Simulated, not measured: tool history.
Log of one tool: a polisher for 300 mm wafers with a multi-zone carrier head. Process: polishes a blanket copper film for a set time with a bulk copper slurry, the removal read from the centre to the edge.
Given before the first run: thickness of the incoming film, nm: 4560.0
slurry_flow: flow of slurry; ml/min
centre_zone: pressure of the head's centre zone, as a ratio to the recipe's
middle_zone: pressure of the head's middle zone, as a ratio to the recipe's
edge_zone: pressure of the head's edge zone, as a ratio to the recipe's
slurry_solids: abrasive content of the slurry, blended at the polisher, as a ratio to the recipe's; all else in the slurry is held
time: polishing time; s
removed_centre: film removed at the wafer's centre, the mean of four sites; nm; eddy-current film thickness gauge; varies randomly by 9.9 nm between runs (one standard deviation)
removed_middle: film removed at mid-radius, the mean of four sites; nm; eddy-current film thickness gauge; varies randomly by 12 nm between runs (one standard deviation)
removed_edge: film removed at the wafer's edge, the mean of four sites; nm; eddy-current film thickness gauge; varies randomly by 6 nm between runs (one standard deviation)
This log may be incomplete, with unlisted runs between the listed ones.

| run | hour | slurry_flow | centre_zone | middle_zone | edge_zone | slurry_solids | time | removed_centre | removed_middle | removed_edge |
|---|---|---|---|---|---|---|---|---|---|---|
| 1 | 0 | 190 | 1 | 1 | 1 | 1 | 61 | 628.61 | 668.57 | 667.36 |
| 2 | 6.4 | 190 | 1 | 1 | 1 | 0.85 | 61 | 611.16 | 651.59 | 647.68 |
| 3 | 7.1 | 190 | 1 | 1 | 0.95 | 0.85 | 61 | 613.25 | 647.54 | 619.33 |
| 4 | 12.2 | 190 | 1 | 1.03 | 0.95 | 0.85 | 61 | 613.62 | 683.35 | 619.81 |
|  | 14.8 | centre zone pressure recalibrated |
| 5 | 14.8 | 200 | 1.03 | 1.05 | 1 | 0.95 | 62 | 694.97 | 701.6 | 663.97 |
| 6 | 19.8 | 200 | 1.03 | 1.05 | 1.03 | 0.95 | 62 | 704.18 | 715.44 | 670.45 |
| 7 | 22.1 | 220 | 0.96 | 0.99 | 1.13 | 1.2 | 66 | 727.79 | 751.01 | 774.17 |
| 8 | 23.5 | 225 | 0.96 | 1 | 1.13 | 1.25 | 67 | 748.58 | 790.17 | 802.66 |
| 9 | 27.9 | 230 | 0.96 | 1.01 | 1.14 | 1.25 | 67 | 752.46 | 802.52 | 812.14 |
| 10 | 32.9 | 230 | 0.96 | 1.01 | 1.14 | 1.25 | 67 | 757.5 | 760.53 | 800.15 |

Forecast run 11:
| 11 | 40.4 | 230 | 0.96 | 1.01 | 1.14 | 1.25 | 67 | ? | ? | ? |

Run 11 gave removed_centre 754.04 nm, removed_middle 785.72 nm, removed_edge 803.68 nm.
